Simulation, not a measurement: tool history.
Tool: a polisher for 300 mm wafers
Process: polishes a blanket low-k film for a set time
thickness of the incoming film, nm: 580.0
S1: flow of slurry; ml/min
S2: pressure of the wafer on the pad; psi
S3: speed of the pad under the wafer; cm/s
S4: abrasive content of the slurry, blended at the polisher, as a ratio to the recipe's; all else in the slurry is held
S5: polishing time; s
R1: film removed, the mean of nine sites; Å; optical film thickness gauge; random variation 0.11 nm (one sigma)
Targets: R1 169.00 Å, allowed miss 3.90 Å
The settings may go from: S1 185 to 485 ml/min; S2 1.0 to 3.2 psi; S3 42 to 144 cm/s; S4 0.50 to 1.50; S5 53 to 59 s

run 1 hour=0.0 | S1=310 S2=2.1 S3=92 S4=1.00 S5=59 | R1=250.32
run 2 hour=0.6 | S1=310 S2=2.1 S3=92 S4=1.00 S5=59 | R1=248.90
run 3 hour=5.8 | S1=310 S2=2.1 S3=92 S4=1.00 S5=59 | R1=251.44
run 4 hour=8.2 | S1=340 S2=2.1 S3=92 S4=1.00 S5=59 | R1=256.19
run 5 hour=11.9 | S1=315 S2=1.9 S3=92 S4=1.00 S5=59 | R1=228.04
run 6 hour=20.4 | S1=300 S2=1.8 S3=92 S4=1.00 S5=59 | R1=221.12
run 7 hour=28.9 | S1=295 S2=1.6 S3=92 S4=1.00 S5=59 | R1=194.36
run 8 hour=36.5 | S1=285 S2=1.5 S3=92 S4=1.00 S5=59 | R1=187.72
run 9 hour=43.9 | S1=285 S2=1.2 S3=92 S4=1.00 S5=59 | R1=152.63
run 10 hour=45.4 | S1=285 S2=1.3 S3=92 S4=1.00 S5=59 | R1=163.97
run 11 hour=49.9 | S1=295 S2=1.4 S3=92 S4=1.00 S5=59 | R1=173.92
run 12 hour=56.0 | S1=275 S2=1.3 S3=92 S4=1.00 S5=59 | R1=163.31
run 13 hour=57.8 | S1=280 S2=1.3 S3=92 S4=1.00 S5=59 | R1=163.45
run 14 hour=60.1 | S1=280 S2=1.4 S3=92 S4=1.00 S5=59 | R1=174.13
run 15 hour=61.6 | S1=280 S2=1.3 S3=92 S4=1.00 S5=59 | R1=162.98
run 16 hour=62.2 | S1=280 S2=1.4 S3=92 S4=1.00 S5=59 | R1=176.21

4 next moves are on the table. One of them brings every result within its allowed miss. Which?
run A hour=62.8 | S1=300 S2=1.2 S3=114 S4=1.05 S5=58 | R1=?
run B hour=62.8 | S1=335 S2=1.4 S3=88 S4=1.00 S5=55 | R1=?
run C hour=62.8 | S1=340 S2=1.5 S3=96 S4=0.90 S5=59 | R1=?
run D hour=62.8 | S1=210 S2=1.3 S3=104 S4=1.05 S5=56 | R1=?

move=A R1=183.15
move=B R1=159.39
move=C R1=186.96
move=D R1=170.69
A: further off than the last run
B: takes the result that was furthest off past its target
C: further off than the last run
D: meets every target
Move D is the one to make.
